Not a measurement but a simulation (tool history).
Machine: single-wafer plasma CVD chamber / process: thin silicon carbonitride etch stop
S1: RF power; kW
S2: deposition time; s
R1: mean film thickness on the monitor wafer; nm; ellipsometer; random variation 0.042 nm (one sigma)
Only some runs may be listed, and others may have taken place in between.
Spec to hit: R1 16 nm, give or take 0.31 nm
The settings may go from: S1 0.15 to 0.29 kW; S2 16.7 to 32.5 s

{"run": 1, "day": 0.0, "S1": 0.22, "S2": 24.6, "R1": 13.824}
{"run": 2, "day": 0.354, "S1": 0.235, "S2": 25.2, "R1": 14.431}
{"run": 3, "day": 0.642, "S1": 0.235, "S2": 23.4, "R1": 13.452}
{"run": 4, "day": 0.683, "S1": 0.225, "S2": 23.4, "R1": 13.2}
{"run": 5, "day": 0.712, "S1": 0.195, "S2": 23.4, "R1": 12.579}
{"run": 6, "day": 0.858, "S1": 0.225, "S2": 23.4, "R1": 13.243}
{"run": 7, "day": 1.225, "S1": 0.24, "S2": 24.2, "R1": 14.006}
{"run": 8, "day": 1.575, "S1": 0.25, "S2": 24.7, "R1": 14.455}

Next run, 5 choices. One meets every target within its allowed miss, the rest don't. Which?
{"run": "A", "day": 1.925, "S1": 0.25, "S2": 26.2, "R1": "?"}
{"run": "B", "day": 1.925, "S1": 0.27, "S2": 28.2, "R1": "?"}
{"run": "C", "day": 1.925, "S1": 0.22, "S2": 26.4, "R1": "?"}
{"run": "D", "day": 1.925, "S1": 0.235, "S2": 21.7, "R1": "?"}
{"run": "E", "day": 1.925, "S1": 0.235, "S2": 27.8, "R1": "?"}

move=A R1=15.29
move=B R1=16.872
move=C R1=14.777
move=D R1=12.411
move=E R1=15.9
A: closes in on the targets versus the last run, not all within tolerance yet
B: carries the result that was furthest off beyond its target, to the other side
C: closes in on the targets versus the last run, not all within tolerance yet
D: further off than the last run
E: each result inside its tolerance
So the answer is move E, the one that meets all the targets.
